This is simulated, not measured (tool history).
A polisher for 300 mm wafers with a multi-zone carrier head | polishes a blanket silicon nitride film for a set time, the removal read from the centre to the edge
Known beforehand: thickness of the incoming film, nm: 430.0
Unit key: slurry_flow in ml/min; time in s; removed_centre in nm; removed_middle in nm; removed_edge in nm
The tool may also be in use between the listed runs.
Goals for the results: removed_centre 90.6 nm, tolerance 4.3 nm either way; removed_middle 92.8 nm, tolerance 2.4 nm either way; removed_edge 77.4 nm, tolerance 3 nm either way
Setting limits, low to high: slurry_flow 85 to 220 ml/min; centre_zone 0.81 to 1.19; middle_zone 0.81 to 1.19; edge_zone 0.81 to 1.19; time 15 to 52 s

Run 1, day 0: slurry_flow 140 ml/min, centre_zone 1, middle_zone 1, edge_zone 1, time 33 s. Result: removed_centre 71.246 nm, removed_middle 73.52 nm, removed_edge 70.256 nm.
Run 2, day 0.25: slurry_flow 150 ml/min, centre_zone 1.02, middle_zone 1.02, edge_zone 1, time 33 s. Result: removed_centre 73.532 nm, removed_middle 74.16 nm, removed_edge 73.396 nm.
Run 3, day 0.575: slurry_flow 150 ml/min, centre_zone 0.97, middle_zone 1.02, edge_zone 1, time 33 s. Result: removed_centre 70.51 nm, removed_middle 74.378 nm, removed_edge 72.145 nm.
Run 4, day 0.879: slurry_flow 150 ml/min, centre_zone 1, middle_zone 1.05, edge_zone 0.97, time 34 s. Result: removed_centre 74.159 nm, removed_middle 78.416 nm, removed_edge 74.703 nm.
Run 5, day 1.021: slurry_flow 120 ml/min, centre_zone 1, middle_zone 1.05, edge_zone 0.97, time 34 s. Result: removed_centre 70.405 nm, removed_middle 74.676 nm, removed_edge 70.964 nm.
Run 6, day 1.05: slurry_flow 95 ml/min, centre_zone 1, middle_zone 1.05, edge_zone 0.97, time 34 s. Result: removed_centre 65.343 nm, removed_middle 71.485 nm, removed_edge 68.051 nm.
Run 7, day 1.196: slurry_flow 115 ml/min, centre_zone 1.01, middle_zone 1.07, edge_zone 0.94, time 34 s. Result: removed_centre 71.228 nm, removed_middle 75.398 nm, removed_edge 68.396 nm.
Run 8, day 1.271: slurry_flow 115 ml/min, centre_zone 1.01, middle_zone 1.07, edge_zone 0.94, time 34 s. Result: removed_centre 71.012 nm, removed_middle 75.265 nm, removed_edge 70.101 nm.
Run 9, day 1.571: slurry_flow 130 ml/min, centre_zone 1.01, middle_zone 1.09, edge_zone 0.92, time 34 s. Result: removed_centre 75.725 nm, removed_middle 79.075 nm, removed_edge 69.576 nm.
Run 10, day 1.617: slurry_flow 140 ml/min, centre_zone 1.01, middle_zone 1.1, edge_zone 0.92, time 34 s. Result: removed_centre 75.08 nm, removed_middle 81.972 nm, removed_edge 69.749 nm.

Which one of the following 4 next-run settings gets every result inside its allowed miss? There is exactly one.
Run A, day 1.662: slurry_flow 130 ml/min, centre_zone 1.14, middle_zone 0.88, edge_zone 0.92, time 36 s. Result: removed_centre ?, removed_middle ?, removed_edge ?.
Run B, day 1.662: slurry_flow 200 ml/min, centre_zone 1.05, middle_zone 1.08, edge_zone 0.86, time 37 s. Result: removed_centre ?, removed_middle ?, removed_edge ?.
Run C, day 1.662: slurry_flow 90 ml/min, centre_zone 1.05, middle_zone 1.07, edge_zone 0.85, time 45 s. Result: removed_centre ?, removed_middle ?, removed_edge ?.
Run D, day 1.662: slurry_flow 170 ml/min, centre_zone 1.01, middle_zone 1.1, edge_zone 0.87, time 28 s. Result: removed_centre ?, removed_middle ?, removed_edge ?.

move  removed_centre  removed_middle  removed_edge
   A          87.709          70.248        75.523
   B            91.3          92.865        79.502
   C           90.41          93.603        84.771
   D          64.709          69.579        59.318
A: misses by more than the last run did
B: all results land within tolerance of their targets
C: the worst result of the last run now meets its target, but another is out of spec
D: misses by more than the last run did
B is the move that brings every result within its allowed miss.

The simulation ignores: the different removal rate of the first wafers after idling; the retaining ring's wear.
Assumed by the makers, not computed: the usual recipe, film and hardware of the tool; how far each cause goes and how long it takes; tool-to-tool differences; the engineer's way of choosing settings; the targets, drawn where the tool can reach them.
